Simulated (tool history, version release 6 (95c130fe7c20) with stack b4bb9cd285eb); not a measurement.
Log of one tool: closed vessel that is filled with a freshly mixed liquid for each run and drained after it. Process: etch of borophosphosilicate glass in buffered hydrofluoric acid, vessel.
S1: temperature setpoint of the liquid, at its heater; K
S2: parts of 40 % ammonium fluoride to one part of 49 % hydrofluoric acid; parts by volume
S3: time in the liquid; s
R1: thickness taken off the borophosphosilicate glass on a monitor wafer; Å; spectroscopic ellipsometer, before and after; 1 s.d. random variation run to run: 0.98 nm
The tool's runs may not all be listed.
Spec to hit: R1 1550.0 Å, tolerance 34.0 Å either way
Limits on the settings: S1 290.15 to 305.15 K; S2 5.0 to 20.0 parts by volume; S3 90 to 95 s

run 1 hour=0.0 | S1=297.15 S2=12.0 S3=90 | R1=1163.7
run 2 hour=2.8 | S1=298.15 S2=12.0 S3=90 | R1=1217.1
run 3 hour=7.5 | S1=298.65 S2=12.0 S3=90 | R1=1244.4
run 4 hour=10.3 | S1=299.15 S2=12.0 S3=90 | R1=1290.7
run 5 hour=16.6 | S1=299.65 S2=12.0 S3=90 | R1=1332.7
run 6 hour=24.2 | S1=299.65 S2=13.5 S3=90 | R1=1184.9
run 7 hour=25.5 | S1=300.15 S2=13.5 S3=90 | R1=1190.1
run 8 hour=30.4 | S1=300.65 S2=13.5 S3=90 | R1=1249.6
run 9 hour=32.0 | S1=301.15 S2=13.5 S3=90 | R1=1264.8
run 10 hour=32.9 | S1=301.65 S2=13.5 S3=90 | R1=1309.7
run 11 hour=36.9 | S1=301.65 S2=13.5 S3=90 | R1=1321.7
run 12 hour=41.9 | S1=302.15 S2=13.5 S3=90 | R1=1359.7
run 13 hour=50.4 | S1=302.65 S2=13.5 S3=90 | R1=1375.0
run 14 hour=58.0 | S1=303.15 S2=13.5 S3=90 | R1=1420.0

Consider the 5 candidate settings below. Which is the only one whose results all fall within their allowed miss of target?
run A hour=65.6 | S1=301.15 S2=12.5 S3=95 | R1=?
run B hour=65.6 | S1=302.15 S2=13.0 S3=95 | R1=?
run C hour=65.6 | S1=304.15 S2=13.0 S3=90 | R1=?
run D hour=65.6 | S1=305.15 S2=14.5 S3=90 | R1=?
run E hour=65.6 | S1=302.65 S2=13.5 S3=95 | R1=?

move=A R1=1443.0
move=B R1=1463.4
move=C R1=1538.5
move=D R1=1455.3
move=E R1=1447.5
A: better than the last run, though not everything is in spec
B: better than the last run, though not everything is in spec
C: in spec on every target
D: better than the last run, though not everything is in spec
E: better than the last run, though not everything is in spec
Go with C: it meets all targets.
